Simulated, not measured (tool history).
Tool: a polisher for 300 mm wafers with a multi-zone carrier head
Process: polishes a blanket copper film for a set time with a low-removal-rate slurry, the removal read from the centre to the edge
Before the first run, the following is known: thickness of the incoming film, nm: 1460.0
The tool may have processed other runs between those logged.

run	hour	flow of slurry (ml/min)	pressure of the head's centre zone	pressure of the head's middle zone	pressure of the head's edge zone	abrasive content of the slurry	polishing time (s)	film removed at the wafer's centre (Å)	film removed at mid-radius (Å)	film removed at the wafer's edge (Å)
1	0.0	220	1.00	1.00	1.00	1.00	42	545.64	538.15	559.32
2	2.7	220	1.00	1.00	1.08	1.00	42	559.83	542.85	568.81
3	10.8	220	1.01	0.99	1.08	0.95	40	510.77	498.94	536.12
4	16.4	225	1.04	0.98	1.05	0.90	38	503.28	475.23	504.30
5	18.9	225	1.06	0.97	1.05	0.85	36	478.57	445.25	471.44
6	26.4	225	1.06	0.97	1.05	1.05	36	498.95	458.52	497.56
7	29.9	225	1.07	0.95	1.04	0.95	35	476.64	431.85	466.43
8	30.6	225	1.07	0.95	1.04	0.95	35	468.70	435.34	462.81
9	32.2	220	1.09	0.93	1.05	0.90	34	471.22	396.33	446.32
10	36.4	220	1.08	0.92	1.03	0.85	33	452.30	389.49	431.05
11	42.5	220	1.08	0.91	1.02	0.80	32	414.27	366.50	408.17
12	48.3	205	1.15	0.81	0.92	0.65	30	398.76	294.62	346.52
13	52.5	205	1.14	0.81	0.92	0.65	30	391.16	299.25	347.28
14	57.0	205	1.13	0.81	0.92	0.65	30	396.03	293.59	339.45
15	64.7	205	1.12	0.82	0.93	0.65	30	384.05	298.09	340.72
16	65.4	205	1.11	0.82	0.94	0.65	30	385.41	301.74	343.22

Run 17 is up next; what results do you expect?
17	68.5	205	1.10	0.82	0.95	0.65	30	?	?	?

Run 17 yielded film removed at the wafer's centre (Å) 381.43, film removed at mid-radius (Å) 292.86, film removed at the wafer's edge (Å) 349.69.
